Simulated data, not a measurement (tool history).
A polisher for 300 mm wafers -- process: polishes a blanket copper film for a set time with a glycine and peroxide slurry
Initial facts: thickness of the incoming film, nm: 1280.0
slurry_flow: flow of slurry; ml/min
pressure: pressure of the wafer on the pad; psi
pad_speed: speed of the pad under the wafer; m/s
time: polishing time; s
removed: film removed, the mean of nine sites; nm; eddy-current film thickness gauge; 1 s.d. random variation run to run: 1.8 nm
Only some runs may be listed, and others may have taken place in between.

run	hour	slurry_flow	pressure	pad_speed	time	removed
1	0	125	2.9	0.88	41	232.48
2	6.7	125	2.9	0.88	36	201.55
3	7.8	135	2.9	0.88	36	208.01
4	12.4	135	2.9	1	36	223.11
5	19.9	135	2.4	1	36	194.73
6	26.8	135	2.4	1	36	192.3
7	32	135	2.3	1	36	187.45
8	39.1	135	2.2	1	36	179.35

Run 9 has not been measured yet. What should we expect?
9	41.4	135	2.1	1	36	?

removed: 174.62 nm
